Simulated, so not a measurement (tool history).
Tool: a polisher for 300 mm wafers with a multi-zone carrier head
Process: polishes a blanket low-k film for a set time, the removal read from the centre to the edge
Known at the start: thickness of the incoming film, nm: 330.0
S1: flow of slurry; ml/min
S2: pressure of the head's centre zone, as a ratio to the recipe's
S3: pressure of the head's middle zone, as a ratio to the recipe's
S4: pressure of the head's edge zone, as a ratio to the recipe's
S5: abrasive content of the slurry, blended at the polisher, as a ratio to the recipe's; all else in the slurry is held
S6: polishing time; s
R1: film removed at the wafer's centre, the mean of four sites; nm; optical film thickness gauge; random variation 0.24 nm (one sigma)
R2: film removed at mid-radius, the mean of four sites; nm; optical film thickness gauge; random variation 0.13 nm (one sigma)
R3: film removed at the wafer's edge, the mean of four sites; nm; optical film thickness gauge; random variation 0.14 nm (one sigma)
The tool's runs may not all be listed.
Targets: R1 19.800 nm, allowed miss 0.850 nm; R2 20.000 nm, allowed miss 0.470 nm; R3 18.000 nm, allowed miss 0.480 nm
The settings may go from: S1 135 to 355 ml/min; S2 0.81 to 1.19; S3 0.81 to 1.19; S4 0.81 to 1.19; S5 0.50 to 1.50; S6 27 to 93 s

| run | hour | S1 | S2 | S3 | S4 | S5 | S6 | R1 | R2 | R3 |
|---|---|---|---|---|---|---|---|---|---|---|
| 1 | 0.0 | 225 | 1.00 | 1.00 | 1.00 | 1.00 | 59 | 23.981 | 23.216 | 23.687 |
| 2 | 6.8 | 225 | 0.94 | 1.00 | 1.00 | 1.00 | 59 | 21.999 | 23.324 | 23.425 |
| 3 | 13.5 | 225 | 0.96 | 1.01 | 0.94 | 0.90 | 59 | 22.348 | 22.554 | 22.275 |
| 4 | 19.3 | 225 | 0.96 | 1.04 | 0.90 | 0.75 | 59 | 20.342 | 22.056 | 20.536 |
| 5 | 24.6 | 215 | 0.98 | 1.04 | 0.87 | 0.70 | 59 | 20.835 | 21.353 | 19.812 |
| 6 | 32.7 | 215 | 0.98 | 1.04 | 0.95 | 0.70 | 59 | 20.432 | 21.329 | 20.624 |
| 7 | 39.8 | 205 | 0.99 | 1.04 | 0.90 | 0.65 | 59 | 20.154 | 20.557 | 19.411 |
| 8 | 48.3 | 195 | 0.99 | 1.05 | 0.87 | 0.65 | 59 | 19.996 | 20.898 | 19.204 |
| 9 | 52.3 | 185 | 1.00 | 1.05 | 0.85 | 0.65 | 59 | 20.128 | 20.667 | 18.768 |
| 10 | 57.0 | 175 | 1.00 | 1.05 | 0.84 | 0.65 | 59 | 19.833 | 20.658 | 18.286 |
| 11 | 63.0 | 170 | 1.00 | 1.04 | 0.84 | 0.65 | 59 | 19.674 | 20.174 | 18.523 |

Which of these 5 next moves meets every target?
| A | 69.0 | 155 | 0.89 | 1.09 | 0.90 | 0.65 | 61 | ? | ? | ? |
| B | 69.0 | 150 | 1.01 | 1.04 | 0.81 | 0.55 | 62 | ? | ? | ? |
| C | 69.0 | 185 | 0.94 | 1.05 | 0.84 | 0.70 | 56 | ? | ? | ? |
| D | 69.0 | 150 | 0.98 | 1.11 | 0.94 | 0.75 | 53 | ? | ? | ? |
| E | 69.0 | 180 | 1.02 | 1.00 | 0.83 | 0.80 | 53 | ? | ? | ? |

| move | R1 | R2 | R3 |
|---|---|---|---|
| A | 18.009 | 21.549 | 19.802 |
| B | 19.586 | 19.827 | 18.132 |
| C | 18.329 | 20.057 | 18.353 |
| D | 18.002 | 19.850 | 18.349 |
| E | 19.615 | 18.973 | 18.034 |
A: further off than the last run
B: meets every target
C: brings the result that was furthest off to its target, and leaves another outside
D: brings the result that was furthest off to its target, and leaves another outside
E: brings the result that was furthest off to its target, and leaves another outside
The right move is B.

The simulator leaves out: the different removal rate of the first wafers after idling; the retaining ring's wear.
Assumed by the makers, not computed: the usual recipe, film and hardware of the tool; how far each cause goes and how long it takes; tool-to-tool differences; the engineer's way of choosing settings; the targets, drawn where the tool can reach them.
